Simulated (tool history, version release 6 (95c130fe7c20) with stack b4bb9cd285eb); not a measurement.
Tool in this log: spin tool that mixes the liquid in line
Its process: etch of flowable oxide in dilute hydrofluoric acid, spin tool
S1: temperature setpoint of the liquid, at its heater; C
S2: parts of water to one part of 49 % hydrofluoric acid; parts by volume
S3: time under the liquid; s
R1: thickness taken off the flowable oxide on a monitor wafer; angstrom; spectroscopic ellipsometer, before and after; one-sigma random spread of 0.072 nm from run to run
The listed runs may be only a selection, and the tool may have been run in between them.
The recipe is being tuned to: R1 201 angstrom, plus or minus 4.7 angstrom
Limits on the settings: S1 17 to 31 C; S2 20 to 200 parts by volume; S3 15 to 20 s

| run | hour | S1 | S2 | S3 | R1 |
|---|---|---|---|---|---|
| 1 | 0 | 23 | 110 | 20 | 67.353 |
| 2 | 4.2 | 23 | 145 | 20 | 49.178 |
| 3 | 10 | 25.5 | 110 | 20 | 74.082 |
| 4 | 13.9 | 27 | 85 | 20 | 105.12 |
| 5 | 15.3 | 28 | 70 | 20 | 136.78 |
| 6 | 23.8 | 29 | 65 | 20 | 153.32 |
| 7 | 28.5 | 29.5 | 60 | 20 | 170.46 |
| 8 | 29.7 | 30 | 60 | 20 | 174.18 |
| 9 | 33.9 | 31 | 50 | 20 | 222.59 |
| 10 | 37.1 | 30.5 | 50 | 20 | 216.15 |
| 11 | 45.8 | 30 | 50 | 20 | 212.66 |

Next run, 5 choices. One meets every target within its allowed miss, the rest don't. Which?
| A | 54.5 | 28.5 | 50 | 20 | ? |
| B | 54.5 | 28 | 45 | 20 | ? |
| C | 54.5 | 29 | 40 | 15 | ? |
| D | 54.5 | 31 | 40 | 15 | ? |
| E | 54.5 | 31 | 50 | 20 | ? |

| move | R1 |
|---|---|
| A | 200.53 |
| B | 220.04 |
| C | 194.68 |
| D | 210.74 |
| E | 221.24 |
A: all results land within tolerance of their targets
B: moves away from the targets compared with the last run
C: carries the result that was furthest off beyond its target, to the other side
D: an improvement on the last run, though not all results are within tolerance
E: moves away from the targets compared with the last run
A meets every target.

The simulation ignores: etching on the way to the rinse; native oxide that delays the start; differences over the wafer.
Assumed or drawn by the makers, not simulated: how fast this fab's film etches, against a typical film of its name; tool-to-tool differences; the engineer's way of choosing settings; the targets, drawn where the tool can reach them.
